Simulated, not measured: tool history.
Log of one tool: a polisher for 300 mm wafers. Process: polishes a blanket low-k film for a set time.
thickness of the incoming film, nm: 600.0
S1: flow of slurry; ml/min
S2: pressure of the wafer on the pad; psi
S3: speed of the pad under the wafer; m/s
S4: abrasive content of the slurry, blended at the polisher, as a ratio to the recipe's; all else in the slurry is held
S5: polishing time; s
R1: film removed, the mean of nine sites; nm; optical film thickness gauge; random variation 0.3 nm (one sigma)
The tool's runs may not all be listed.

Run 1, day 0: S1 135 ml/min, S2 1.8 psi, S3 1.22 m/s, S4 1, S5 42 s. Result: R1 14.091 nm.
Run 2, day 0.092: S1 135 ml/min, S2 1.8 psi, S3 1.22 m/s, S4 1, S5 42 s. Result: R1 14.211 nm.
Run 3, day 0.225: S1 120 ml/min, S2 1.8 psi, S3 1.22 m/s, S4 1, S5 42 s. Result: R1 13.82 nm.
Run 4, day 0.467: S1 125 ml/min, S2 2 psi, S3 1.22 m/s, S4 1, S5 42 s. Result: R1 15.524 nm.
Run 5, day 0.625: S1 125 ml/min, S2 2 psi, S3 1.48 m/s, S4 1, S5 42 s. Result: R1 16.422 nm.
Run 6, day 0.658: S1 125 ml/min, S2 2 psi, S3 1.48 m/s, S4 1.1, S5 42 s. Result: R1 17.465 nm.
Run 7, day 1.033: S1 130 ml/min, S2 2.1 psi, S3 1.5 m/s, S4 1.1, S5 42 s. Result: R1 19.032 nm.
Run 8, day 1.133: S1 135 ml/min, S2 2.1 psi, S3 1.5 m/s, S4 1.1, S5 42 s. Result: R1 18.496 nm.

The next listed run, before its measurement:
Run 9, day 1.188: S1 135 ml/min, S2 2.2 psi, S3 1.52 m/s, S4 1.1, S5 42 s. Result: R1 ?.

Run 9 gave R1 19.511 nm.

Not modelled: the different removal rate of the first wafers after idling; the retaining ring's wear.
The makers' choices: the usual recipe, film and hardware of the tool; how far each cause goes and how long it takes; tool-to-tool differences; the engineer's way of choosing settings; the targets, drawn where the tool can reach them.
